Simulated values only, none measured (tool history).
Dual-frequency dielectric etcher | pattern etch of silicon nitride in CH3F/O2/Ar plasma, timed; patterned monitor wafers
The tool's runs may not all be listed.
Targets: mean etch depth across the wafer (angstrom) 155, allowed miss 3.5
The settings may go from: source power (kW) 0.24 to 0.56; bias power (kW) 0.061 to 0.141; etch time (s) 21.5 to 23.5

| run | day | source power (kW) | bias power (kW) | etch time (s) | mean etch depth across the wafer (angstrom) |
|---|---|---|---|---|---|
| 1 | 0 | 0.4 | 0.101 | 23.5 | 192.01 |
| 2 | 0.279 | 0.4 | 0.114 | 23.5 | 200.41 |
| 3 | 0.533 | 0.4 | 0.114 | 21.5 | 183.91 |
| 4 | 0.812 | 0.4 | 0.114 | 23.5 | 201.27 |
| 5 | 0.996 | 0.43 | 0.114 | 23.5 | 208.03 |
| 6 | 1.267 | 0.46 | 0.114 | 23.5 | 213.2 |
| 7 | 1.4 | 0.43 | 0.108 | 23.5 | 204.69 |
| 8 | 1.742 | 0.43 | 0.108 | 23.5 | 203.29 |
| 9 | 1.821 | 0.4 | 0.104 | 23.5 | 193.68 |
| 10 | 1.992 | 0.37 | 0.101 | 23.5 | 183.45 |
| 11 | 2.254 | 0.35 | 0.1 | 23.5 | 181.09 |
| 12 | 2.596 | 0.33 | 0.098 | 23.5 | 175.14 |
| 13 | 2.804 | 0.32 | 0.096 | 23.5 | 169.39 |
| 14 | 3.117 | 0.31 | 0.095 | 23.5 | 165.72 |
| 15 | 3.242 | 0.3 | 0.095 | 23.5 | 163.05 |
| 16 | 3.5 | 0.25 | 0.092 | 23.5 | 148.6 |
| 17 | 3.854 | 0.26 | 0.093 | 23.5 | 151 |

4 next moves are on the table. One of them brings every result within its allowed miss. Which?
| A | 4.208 | 0.27 | 0.09 | 22.5 | ? |
| B | 4.208 | 0.26 | 0.105 | 21.5 | ? |
| C | 4.208 | 0.26 | 0.095 | 23 | ? |
| D | 4.208 | 0.3 | 0.081 | 23.5 | ? |

| move | mean etch depth across the wafer (angstrom) |
|---|---|
| A | 146.1 |
| B | 143.32 |
| C | 148.61 |
| D | 156.74 |
A: further off than the last run
B: further off than the last run
C: further off than the last run
D: meets every target
Move D is the one to make.
